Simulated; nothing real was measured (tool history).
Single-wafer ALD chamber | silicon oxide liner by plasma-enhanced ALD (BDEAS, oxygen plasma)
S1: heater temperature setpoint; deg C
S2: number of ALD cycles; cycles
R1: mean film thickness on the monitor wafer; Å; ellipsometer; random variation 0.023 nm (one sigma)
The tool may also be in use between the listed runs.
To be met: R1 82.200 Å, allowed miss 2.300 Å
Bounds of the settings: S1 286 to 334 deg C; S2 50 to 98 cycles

Run 1, hour 0.0: S1 310 deg C, S2 74 cycles. Result: R1 64.386 Å.
Run 2, hour 4.6: S1 310 deg C, S2 76 cycles. Result: R1 66.136 Å.
Run 3, hour 11.7: S1 310 deg C, S2 78 cycles. Result: R1 67.798 Å.
Run 4, hour 18.5: S1 310 deg C, S2 80 cycles. Result: R1 69.877 Å.
Run 5, hour 20.2: S1 310 deg C, S2 81 cycles. Result: R1 70.912 Å.
Run 6, hour 26.5: S1 310 deg C, S2 82 cycles. Result: R1 71.140 Å.
Run 7, hour 28.4: S1 310 deg C, S2 83 cycles. Result: R1 72.328 Å.
Run 8, hour 31.2: S1 310 deg C, S2 84 cycles. Result: R1 72.975 Å.
Run 9, hour 32.1: S1 310 deg C, S2 84 cycles. Result: R1 72.851 Å.
Run 10, hour 33.0: S1 310 deg C, S2 85 cycles. Result: R1 73.810 Å.
Run 11, hour 35.1: S1 310 deg C, S2 86 cycles. Result: R1 75.080 Å.
Run 12, hour 36.0: S1 310 deg C, S2 87 cycles. Result: R1 75.691 Å.
Run 13, hour 41.6: S1 310 deg C, S2 88 cycles. Result: R1 76.491 Å.
Run 14, hour 46.6: S1 310 deg C, S2 89 cycles. Result: R1 77.148 Å.
Run 15, hour 55.2: S1 310 deg C, S2 90 cycles. Result: R1 78.224 Å.
Run 16, hour 56.6: S1 310 deg C, S2 91 cycles. Result: R1 79.061 Å.

5 next moves are on the table. One of them brings every result within its allowed miss. Which?
Run A, hour 58.0: S1 307 deg C, S2 85 cycles. Result: R1 ?.
Run B, hour 58.0: S1 310 deg C, S2 95 cycles. Result: R1 ?.
Run C, hour 58.0: S1 315 deg C, S2 87 cycles. Result: R1 ?.
Run D, hour 58.0: S1 309 deg C, S2 89 cycles. Result: R1 ?.
Run E, hour 58.0: S1 308 deg C, S2 89 cycles. Result: R1 ?.

move      R1
   A  74.480
   B  82.841
   C  75.252
   D  77.734
   E  77.860
A: further off than the last run
B: meets every target
C: further off than the last run
D: further off than the last run
E: further off than the last run
Answer: B
